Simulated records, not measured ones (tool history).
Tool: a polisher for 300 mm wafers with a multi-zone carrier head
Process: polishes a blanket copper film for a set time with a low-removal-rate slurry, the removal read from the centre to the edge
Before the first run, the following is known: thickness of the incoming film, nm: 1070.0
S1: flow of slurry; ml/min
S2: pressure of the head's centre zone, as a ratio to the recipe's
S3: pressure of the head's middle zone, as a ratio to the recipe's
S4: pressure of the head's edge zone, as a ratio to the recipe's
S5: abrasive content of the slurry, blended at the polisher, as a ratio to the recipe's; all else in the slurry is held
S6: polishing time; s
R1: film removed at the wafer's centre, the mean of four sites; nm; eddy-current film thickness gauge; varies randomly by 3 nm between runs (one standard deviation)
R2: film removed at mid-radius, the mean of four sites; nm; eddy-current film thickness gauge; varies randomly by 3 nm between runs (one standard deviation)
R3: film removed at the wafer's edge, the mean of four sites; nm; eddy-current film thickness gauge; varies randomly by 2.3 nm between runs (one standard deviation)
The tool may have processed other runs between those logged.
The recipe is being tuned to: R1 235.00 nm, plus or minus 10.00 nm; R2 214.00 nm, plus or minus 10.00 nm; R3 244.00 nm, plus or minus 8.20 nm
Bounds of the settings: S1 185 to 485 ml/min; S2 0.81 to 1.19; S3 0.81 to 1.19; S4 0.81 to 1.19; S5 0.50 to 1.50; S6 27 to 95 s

run    day   S1    S2    S3    S4    S5  S6      R1      R2      R3
  1  0.000  310  1.00  1.00  1.00  1.00  61  168.94  172.47  165.59
  2  0.279  310  1.00  1.05  1.00  1.00  61  168.75  178.21  165.99
  3  0.558  345  1.00  1.05  1.00  1.00  61  169.46  181.25  167.98
  4  0.600  345  1.00  1.05  1.00  1.00  71  196.07  206.20  198.71
     0.888  -- worn pad replaced by a new one
  5  0.888  320  1.00  1.05  1.00  1.00  71  207.40  215.12  203.37
  6  1.046  325  1.01  1.03  1.03  1.05  72  213.26  225.77  213.04
  7  1.129  345  1.01  0.99  1.04  1.05  73  218.06  217.56  215.42
  8  1.288  355  1.00  0.96  1.06  1.05  73  220.55  217.61  223.34
  9  1.500  355  1.00  0.96  1.06  1.05  73  218.91  209.12  221.98

Exercise: of the 5 proposed moves below, exactly one satisfies all targets within the stated allowed misses. Which move is it?
  A  1.712  435  0.97  0.86  1.10  0.85  83   ?   ?   ?
  B  1.712  485  0.97  0.83  1.19  0.95  73   ?   ?   ?
  C  1.712  325  1.07  0.96  1.09  1.00  76   ?   ?   ?
  D  1.712  420  0.93  0.84  1.17  0.95  75   ?   ?   ?
  E  1.712  425  0.87  0.87  1.10  1.00  80   ?   ?   ?

move      R1      R2      R3
   A  231.56  207.50  239.18
   B  211.87  184.31  223.80
   C  236.08  213.35  224.75
   D  207.96  189.51  227.07
   E  213.06  211.37  241.28
A: all results land within tolerance of their targets
B: lands further from the targets than the last run did
C: nearer the targets than the last run, but a result is still out of spec
D: roughly where the last run was
E: gets the furthest-off result to its target, but another result is out of tolerance
Go with A: it meets all targets.

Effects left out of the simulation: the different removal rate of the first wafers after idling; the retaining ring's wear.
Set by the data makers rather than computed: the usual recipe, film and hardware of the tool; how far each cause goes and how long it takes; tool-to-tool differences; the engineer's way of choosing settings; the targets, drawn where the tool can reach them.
